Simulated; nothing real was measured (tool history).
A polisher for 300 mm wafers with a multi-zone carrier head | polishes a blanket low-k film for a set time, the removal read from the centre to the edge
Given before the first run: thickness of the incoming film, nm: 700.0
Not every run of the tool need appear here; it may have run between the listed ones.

| run | hour | flow of slurry (ml/min) | pressure of the head's centre zone | pressure of the head's middle zone | pressure of the head's edge zone | abrasive content of the slurry | polishing time (s) | film removed at the wafer's centre (nm) | film removed at mid-radius (nm) | film removed at the wafer's edge (nm) |
|---|---|---|---|---|---|---|---|---|---|---|
| 1 | 0.0 | 320 | 1.00 | 1.00 | 1.00 | 1.00 | 63 | 14.934 | 15.183 | 15.461 |
| 2 | 3.4 | 320 | 1.01 | 1.01 | 1.03 | 1.10 | 65 | 16.355 | 16.533 | 16.862 |
| 3 | 11.9 | 320 | 1.01 | 1.01 | 1.06 | 1.20 | 67 | 17.815 | 17.475 | 17.990 |
| 4 | 14.8 | 390 | 1.01 | 1.01 | 1.06 | 1.20 | 67 | 17.682 | 17.758 | 18.867 |
| 5 | 22.0 | 410 | 1.02 | 1.03 | 1.08 | 1.25 | 68 | 18.671 | 18.628 | 19.413 |
| 6 | 26.3 | 410 | 1.02 | 1.03 | 1.14 | 1.25 | 68 | 18.393 | 18.902 | 20.180 |
| 7 | 32.3 | 415 | 1.03 | 1.04 | 1.15 | 1.30 | 69 | 19.572 | 19.385 | 20.505 |
| 8 | 40.4 | 425 | 1.02 | 1.05 | 1.16 | 1.35 | 70 | 19.672 | 20.096 | 21.284 |
| 9 | 44.0 | 430 | 1.02 | 1.06 | 1.17 | 1.40 | 71 | 20.378 | 20.647 | 21.833 |
| 10 | 52.2 | 435 | 1.02 | 1.06 | 1.17 | 1.40 | 72 | 20.389 | 20.951 | 22.214 |

What does the tool deliver on the next run?
| 11 | 53.1 | 435 | 1.02 | 1.06 | 1.17 | 1.40 | 73 | ? | ? | ? |

film removed at the wafer's centre (nm): 20.770
film removed at mid-radius (nm): 21.130
film removed at the wafer's edge (nm): 22.378
